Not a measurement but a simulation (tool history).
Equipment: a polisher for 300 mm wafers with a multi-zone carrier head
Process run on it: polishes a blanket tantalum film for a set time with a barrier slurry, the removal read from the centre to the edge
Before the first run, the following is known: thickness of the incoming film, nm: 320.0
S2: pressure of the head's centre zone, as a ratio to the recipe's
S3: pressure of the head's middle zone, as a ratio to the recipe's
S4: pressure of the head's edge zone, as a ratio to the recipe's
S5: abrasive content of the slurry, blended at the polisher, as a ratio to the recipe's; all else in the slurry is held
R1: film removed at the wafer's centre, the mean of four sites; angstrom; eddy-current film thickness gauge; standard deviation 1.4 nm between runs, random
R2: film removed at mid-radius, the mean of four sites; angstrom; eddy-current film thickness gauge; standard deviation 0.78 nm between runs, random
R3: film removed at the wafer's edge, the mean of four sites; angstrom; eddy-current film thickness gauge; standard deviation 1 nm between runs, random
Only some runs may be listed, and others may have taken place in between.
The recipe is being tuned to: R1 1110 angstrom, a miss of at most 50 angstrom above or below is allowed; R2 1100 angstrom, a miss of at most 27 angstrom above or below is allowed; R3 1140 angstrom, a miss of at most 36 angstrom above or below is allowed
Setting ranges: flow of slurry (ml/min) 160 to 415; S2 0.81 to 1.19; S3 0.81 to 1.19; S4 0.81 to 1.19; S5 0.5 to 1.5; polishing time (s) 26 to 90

run 1 hour=0 | flow_of_slurry_(ml/min)=265 S2=1 S3=1 S4=1 S5=1 polishing_time_(s)=58 | R1=1020.3 R2=906 R3=940.81
run 2 hour=4.1 | flow_of_slurry_(ml/min)=275 S2=0.99 S3=1.03 S4=1.05 S5=1.1 polishing_time_(s)=58 | R1=1027.1 R2=957.59 R3=991.86
run 3 hour=12.3 | flow_of_slurry_(ml/min)=285 S2=0.99 S3=1.05 S4=1.08 S5=1.15 polishing_time_(s)=58 | R1=1054.4 R2=1000.7 R3=1035.2
run 4 hour=15.1 | flow_of_slurry_(ml/min)=285 S2=0.99 S3=0.97 S4=1.08 S5=1.15 polishing_time_(s)=58 | R1=1075.5 R2=924.66 R3=1016.8
run 5 hour=18.8 | flow_of_slurry_(ml/min)=285 S2=0.99 S3=0.97 S4=1.08 S5=1 polishing_time_(s)=58 | R1=1025.4 R2=899.04 R3=987.18
run 6 hour=23.5 | flow_of_slurry_(ml/min)=300 S2=0.99 S3=1.01 S4=1.11 S5=1.05 polishing_time_(s)=58 | R1=1024.7 R2=946.66 R3=1004.8
run 7 hour=29.2 | flow_of_slurry_(ml/min)=295 S2=0.99 S3=1.03 S4=1.12 S5=1.15 polishing_time_(s)=58 | R1=1067.7 R2=990.28 R3=1030.4
run 8 hour=34.5 | flow_of_slurry_(ml/min)=295 S2=0.97 S3=1.03 S4=1.13 S5=1.2 polishing_time_(s)=58 | R1=1034.1 R2=983.15 R3=1051.6
run 9 hour=36.3 | flow_of_slurry_(ml/min)=305 S2=0.97 S3=1.05 S4=1.14 S5=1.25 polishing_time_(s)=58 | R1=1053.1 R2=1017.4 R3=1052.1
run 10 hour=45.2 | flow_of_slurry_(ml/min)=295 S2=0.97 S3=1.06 S4=1.15 S5=1.3 polishing_time_(s)=58 | R1=1048.2 R2=1022.2 R3=1078
run 11 hour=51.2 | flow_of_slurry_(ml/min)=305 S2=0.97 S3=1.07 S4=1.16 S5=1.35 polishing_time_(s)=58 | R1=1060.2 R2=1051 R3=1092.9
-- hour=56.5 centre zone pressure recalibrated
run 12 hour=56.5 | flow_of_slurry_(ml/min)=310 S2=0.97 S3=1.07 S4=1.17 S5=1.4 polishing_time_(s)=58 | R1=972.56 R2=1064.9 R3=1122.5
run 13 hour=64.8 | flow_of_slurry_(ml/min)=295 S2=0.99 S3=1.08 S4=1.18 S5=1.35 polishing_time_(s)=59 | R1=1037 R2=1087.8 R3=1106.7

4 candidate next runs follow, results not yet known. Just one meets every target within its allowed miss. Identify it.
run A hour=73.1 | flow_of_slurry_(ml/min)=305 S2=0.94 S3=1.03 S4=1.16 S5=1.35 polishing_time_(s)=62 | R1=? R2=? R3=?
run B hour=73.1 | flow_of_slurry_(ml/min)=315 S2=1.03 S3=1.17 S4=1.19 S5=1.4 polishing_time_(s)=55 | R1=? R2=? R3=?
run C hour=73.1 | flow_of_slurry_(ml/min)=285 S2=1.07 S3=1.01 S4=1.14 S5=1.15 polishing_time_(s)=62 | R1=? R2=? R3=?
run D hour=73.1 | flow_of_slurry_(ml/min)=185 S2=1.07 S3=1.05 S4=1.11 S5=1.15 polishing_time_(s)=68 | R1=? R2=? R3=?

move=A R1=993.52 R2=1088.4 R3=1144.2
move=B R1=978.26 R2=1085 R3=1037.3
move=C R1=1082.5 R2=1024.3 R3=1087.2
move=D R1=1118.5 R2=1099.5 R3=1129.6
A: further off than the last run
B: further off than the last run
C: meets the target for the result that was furthest off, but another lies outside its allowed miss
D: all results land within tolerance of their targets
Move D is the one to make.

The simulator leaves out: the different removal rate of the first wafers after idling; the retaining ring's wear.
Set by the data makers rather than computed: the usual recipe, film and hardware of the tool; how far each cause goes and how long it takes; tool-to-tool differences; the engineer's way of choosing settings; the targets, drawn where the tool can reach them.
